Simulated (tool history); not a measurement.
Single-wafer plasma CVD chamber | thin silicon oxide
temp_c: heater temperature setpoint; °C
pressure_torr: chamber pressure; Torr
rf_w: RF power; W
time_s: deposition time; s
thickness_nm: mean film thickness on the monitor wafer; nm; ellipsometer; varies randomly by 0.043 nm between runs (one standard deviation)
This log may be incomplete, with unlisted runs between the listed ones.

run	hour	temp_c	pressure_torr	rf_w	time_s	thickness_nm
1	0.0	390	0.672	225	13.8	19.591
2	3.1	390	0.653	225	13.8	19.171
3	8.0	390	0.634	225	13.8	18.762
4	8.8	390	0.614	225	13.8	18.170
5	15.3	382	0.614	225	13.8	18.242
6	16.0	382	0.597	225	13.8	17.958
# hour 23.7: capacitance manometer re-zeroed and calibrated
7	23.7	382	0.581	225	13.8	16.735
8	29.5	382	0.573	225	13.8	16.566
9	35.0	382	0.566	225	13.8	16.389
10	38.2	382	0.559	225	13.8	16.091
11	39.6	382	0.559	225	13.8	16.096
12	41.6	382	0.553	225	13.8	16.058

Expected results for the next run?
13	44.2	382	0.547	225	13.8	?

{"run 13": {"thickness_nm": 15.833}}

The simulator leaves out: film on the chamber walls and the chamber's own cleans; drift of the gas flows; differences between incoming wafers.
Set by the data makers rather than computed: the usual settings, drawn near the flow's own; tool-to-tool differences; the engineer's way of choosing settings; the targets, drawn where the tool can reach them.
